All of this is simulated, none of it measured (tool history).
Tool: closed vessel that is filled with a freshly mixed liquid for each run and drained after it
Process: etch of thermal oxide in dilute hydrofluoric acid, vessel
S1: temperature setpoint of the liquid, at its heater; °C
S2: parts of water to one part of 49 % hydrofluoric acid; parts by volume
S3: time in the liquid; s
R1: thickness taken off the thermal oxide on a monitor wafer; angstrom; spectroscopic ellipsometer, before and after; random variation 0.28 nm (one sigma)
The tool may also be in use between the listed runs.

run 1 day=0 | S1=24 S2=95 S3=385 | R1=190.02
run 2 day=0.188 | S1=24 S2=115 S3=385 | R1=151.17
run 3 day=0.483 | S1=22 S2=115 S3=385 | R1=141.79
run 4 day=0.754 | S1=22 S2=95 S3=385 | R1=173.9
run 5 day=1.012 | S1=22 S2=95 S3=410 | R1=185.2
run 6 day=1.05 | S1=18.5 S2=95 S3=410 | R1=162.92
run 7 day=1.308 | S1=20 S2=90 S3=410 | R1=183.6
run 8 day=1.571 | S1=24 S2=55 S3=410 | R1=364.69

The next listed run, before its measurement:
run 9 day=1.775 | S1=25 S2=55 S3=410 | R1=?

R1: 376.8 angstrom
